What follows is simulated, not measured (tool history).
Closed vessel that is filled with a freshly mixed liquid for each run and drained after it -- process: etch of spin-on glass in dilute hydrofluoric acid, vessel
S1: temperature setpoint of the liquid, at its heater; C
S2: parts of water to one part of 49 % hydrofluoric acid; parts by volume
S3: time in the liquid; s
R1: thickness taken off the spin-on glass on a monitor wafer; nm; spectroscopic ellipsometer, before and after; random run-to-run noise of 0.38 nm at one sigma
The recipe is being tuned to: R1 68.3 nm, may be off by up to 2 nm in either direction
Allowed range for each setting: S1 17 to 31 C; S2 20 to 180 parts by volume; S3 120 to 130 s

run	hour	S1	S2	S3	R1
1	0	23	100	120	33.941
2	5.7	25.5	90	120	42.498
3	8.6	23	90	120	38.303
4	11.4	25.5	80	120	48.237
5	12.7	25.5	80	130	51.95
6	13.8	27	80	130	55.644
7	19.6	28	80	130	57.829
8	28.3	29	80	130	59.589
9	29.8	29.5	80	130	60.631
10	36.5	30	80	130	62.1
11	42.4	30.5	80	130	63.105

Pick the move, out of 5, that brings all results within their allowed miss; only one does.
A	48.3	30.5	70	120	?
B	48.3	29.5	65	125	?
C	48.3	30	65	120	?
D	48.3	30.5	70	130	?
E	48.3	31	70	130	?

move	R1
A	68.058
B	74.006
C	72.437
D	73.729
E	75.153
A: all results land within tolerance of their targets
B: the result that was furthest off in the last run now lies on the other side of its target
C: the result that was furthest off in the last run now lies on the other side of its target
D: the result that was furthest off in the last run now lies on the other side of its target
E: the result that was furthest off in the last run now lies on the other side of its target
Correct choice: A, which meets every target

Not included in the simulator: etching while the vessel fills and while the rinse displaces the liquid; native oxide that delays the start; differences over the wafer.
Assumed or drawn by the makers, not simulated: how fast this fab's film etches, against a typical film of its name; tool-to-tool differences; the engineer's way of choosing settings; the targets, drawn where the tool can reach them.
